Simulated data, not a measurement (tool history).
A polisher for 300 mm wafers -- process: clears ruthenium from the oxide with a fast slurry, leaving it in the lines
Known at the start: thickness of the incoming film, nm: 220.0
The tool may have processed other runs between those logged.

run,hour,flow of slurry (ml/min),pressure of the wafer on the pad (kPa),speed of the pad under the wafer (m/s),abrasive content of the slurry,overpolish time after the end point (s),time until the end point was called (s),dishing of a wide line in a test structure (angstrom)
1,0,165,24.1,1.06,1,20,37.811,885.17
2,8.9,165,24.1,1.06,0.85,20,39.165,835.96
3,16.6,165,18.6,1.06,0.85,20,51.586,692.31
4,25.6,125,18.6,1.06,0.85,20,54.741,649.17
5,30.8,125,18.6,1.06,0.85,17,53.547,563.17
6,33.8,125,18.6,1.06,0.85,25,54.69,794.39
7,42.6,140,20,1.06,0.85,27,49.177,889.59

Forecast run 8:
8,48.6,110,24.1,1.1,0.85,33,?,?

time until the end point was called (s): 43.901
dishing of a wide line in a test structure (angstrom): 1172.5

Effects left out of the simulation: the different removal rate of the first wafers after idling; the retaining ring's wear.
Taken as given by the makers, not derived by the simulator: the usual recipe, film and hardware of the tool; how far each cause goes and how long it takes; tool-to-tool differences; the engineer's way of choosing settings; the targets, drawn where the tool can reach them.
